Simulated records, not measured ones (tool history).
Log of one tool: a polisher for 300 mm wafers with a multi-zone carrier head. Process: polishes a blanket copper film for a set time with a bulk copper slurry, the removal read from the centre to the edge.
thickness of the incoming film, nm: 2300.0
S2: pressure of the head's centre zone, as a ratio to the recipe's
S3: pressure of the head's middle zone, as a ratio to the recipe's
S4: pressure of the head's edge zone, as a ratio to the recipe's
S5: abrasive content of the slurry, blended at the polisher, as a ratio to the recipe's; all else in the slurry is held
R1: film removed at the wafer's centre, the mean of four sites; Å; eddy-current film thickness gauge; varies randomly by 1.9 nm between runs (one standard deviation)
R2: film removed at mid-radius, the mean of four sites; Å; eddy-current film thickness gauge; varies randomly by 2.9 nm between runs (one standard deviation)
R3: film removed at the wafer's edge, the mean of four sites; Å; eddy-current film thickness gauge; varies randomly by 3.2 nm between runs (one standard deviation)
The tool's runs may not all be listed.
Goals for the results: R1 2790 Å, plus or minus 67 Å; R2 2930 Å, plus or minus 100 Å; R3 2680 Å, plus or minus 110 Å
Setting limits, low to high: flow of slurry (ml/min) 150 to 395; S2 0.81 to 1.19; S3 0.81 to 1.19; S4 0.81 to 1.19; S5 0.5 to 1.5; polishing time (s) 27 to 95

Run 1, hour 0: flow of slurry (ml/min) 250, S2 1, S3 1, S4 1, S5 1, polishing time (s) 61. Result: R1 4635.8 Å, R2 4577.4 Å, R3 4653.6 Å.
Run 2, hour 8.8: flow of slurry (ml/min) 250, S2 0.93, S3 1, S4 1, S5 1, polishing time (s) 61. Result: R1 4266.9 Å, R2 4638.8 Å, R3 4469.5 Å.
Run 3, hour 10.2: flow of slurry (ml/min) 250, S2 0.93, S3 1, S4 1, S5 1, polishing time (s) 54. Result: R1 3816.4 Å, R2 4068.9 Å, R3 4055.9 Å.
Run 4, hour 16.7: flow of slurry (ml/min) 250, S2 0.93, S3 1, S4 1, S5 1.1, polishing time (s) 54. Result: R1 3876.7 Å, R2 4206.1 Å, R3 4170.9 Å.
Run 5, hour 18.7: flow of slurry (ml/min) 250, S2 0.93, S3 1, S4 1.05, S5 1.1, polishing time (s) 54. Result: R1 3924.9 Å, R2 4174.5 Å, R3 4285.3 Å.
Run 6, hour 22.5: flow of slurry (ml/min) 255, S2 0.93, S3 0.99, S4 1.01, S5 1, polishing time (s) 52. Result: R1 3690.7 Å, R2 3897.2 Å, R3 3971.1 Å.
Run 7, hour 29.7: flow of slurry (ml/min) 250, S2 0.93, S3 0.99, S4 0.98, S5 0.9, polishing time (s) 51. Result: R1 3491.3 Å, R2 3757.2 Å, R3 3773.5 Å.
Run 8, hour 35.1: flow of slurry (ml/min) 265, S2 0.94, S3 1, S4 0.95, S5 0.85, polishing time (s) 49. Result: R1 3353.4 Å, R2 3624.9 Å, R3 3481.4 Å.
Run 9, hour 35.9: flow of slurry (ml/min) 275, S2 0.94, S3 0.99, S4 0.93, S5 0.8, polishing time (s) 48. Result: R1 3273.5 Å, R2 3404.8 Å, R3 3279.9 Å.
Run 10, hour 38.5: flow of slurry (ml/min) 285, S2 0.93, S3 0.98, S4 0.91, S5 0.75, polishing time (s) 48. Result: R1 3102.9 Å, R2 3296.5 Å, R3 3300 Å.
Run 11, hour 40.6: flow of slurry (ml/min) 280, S2 0.94, S3 0.99, S4 0.89, S5 0.7, polishing time (s) 47. Result: R1 2994.6 Å, R2 3238.1 Å, R3 3072.5 Å.
Run 12, hour 43.5: flow of slurry (ml/min) 275, S2 0.95, S3 0.99, S4 0.88, S5 0.7, polishing time (s) 47. Result: R1 3065 Å, R2 3170.8 Å, R3 3047.5 Å.
Run 13, hour 45.5: flow of slurry (ml/min) 230, S2 0.93, S3 1.03, S4 0.81, S5 0.5, polishing time (s) 45. Result: R1 2498.8 Å, R2 2765.6 Å, R3 2483.3 Å.
Run 14, hour 49.7: flow of slurry (ml/min) 300, S2 0.96, S3 1.01, S4 0.84, S5 0.5, polishing time (s) 45. Result: R1 2654.8 Å, R2 2768 Å, R3 2596.7 Å.
Run 15, hour 58: flow of slurry (ml/min) 300, S2 0.96, S3 1.02, S4 0.85, S5 0.5, polishing time (s) 45. Result: R1 2653.8 Å, R2 2771.1 Å, R3 2555.6 Å.
Run 16, hour 64.8: flow of slurry (ml/min) 300, S2 0.96, S3 1.02, S4 0.86, S5 0.5, polishing time (s) 45. Result: R1 2623.4 Å, R2 2765.4 Å, R3 2586.9 Å.

5 candidate next runs follow, results not yet known. Just one meets every target within its allowed miss. Identify it.
Run A, hour 71.6: flow of slurry (ml/min) 265, S2 0.97, S3 1.01, S4 0.83, S5 0.55, polishing time (s) 46. Result: R1 ?, R2 ?, R3 ?.
Run B, hour 71.6: flow of slurry (ml/min) 265, S2 1, S3 0.95, S4 0.9, S5 0.55, polishing time (s) 44. Result: R1 ?, R2 ?, R3 ?.
Run C, hour 71.6: flow of slurry (ml/min) 340, S2 1.05, S3 0.97, S4 0.83, S5 0.5, polishing time (s) 44. Result: R1 ?, R2 ?, R3 ?.
Run D, hour 71.6: flow of slurry (ml/min) 280, S2 1.03, S3 1.01, S4 0.83, S5 0.65, polishing time (s) 43. Result: R1 ?, R2 ?, R3 ?.
Run E, hour 71.6: flow of slurry (ml/min) 340, S2 0.93, S3 1.03, S4 0.86, S5 0.5, polishing time (s) 46. Result: R1 ?, R2 ?, R3 ?.

move      R1      R2      R3
   A  2758.6  2941.2  2693.2
   B  2719.8  2671.4  2648.5
   C  2817.9  2674.8  2524.1
   D  2920.7  2928.8  2679.6
   E  2607.9  2943.5  2667.7
A: in spec on every target
B: as far off as the last run
C: gets the furthest-off result to its target, but another result is out of tolerance
D: moves the result that the last run missed by most past its target, out the other side
E: moves away from the targets compared with the last run
Go with A: it meets all targets.
